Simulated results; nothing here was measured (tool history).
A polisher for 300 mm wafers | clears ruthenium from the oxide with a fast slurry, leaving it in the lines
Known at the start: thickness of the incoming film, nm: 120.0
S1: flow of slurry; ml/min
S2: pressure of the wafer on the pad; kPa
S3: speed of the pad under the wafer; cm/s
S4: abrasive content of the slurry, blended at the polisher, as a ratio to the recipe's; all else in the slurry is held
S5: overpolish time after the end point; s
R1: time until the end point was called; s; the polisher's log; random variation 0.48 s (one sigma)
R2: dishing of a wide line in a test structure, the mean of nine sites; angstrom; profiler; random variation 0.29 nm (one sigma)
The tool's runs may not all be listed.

run  hour   S1    S2  S3    S4  S5      R1      R2
  1     0  150  17.9  80     1  21  44.477  417.26
  2   4.1  150  16.5  80     1  21  47.225  393.74
  3  10.7  150  16.5  80   0.9  21  50.859  378.45
  4  16.2  150  18.6  80   0.9  21  45.466  412.39
  5  21.1  150  18.6  80  0.95  18  43.265  368.59
  6  21.9  155  18.6  80  0.95  16  43.994  340.75
  7  25.9  155  18.6  80  0.95  14  43.356  305.56

Forecast run 8:
  8  28.9  155  18.6  80  0.95  13   ?   ?

Run 8 gave R1 43.35 s, R2 287.01 angstrom.
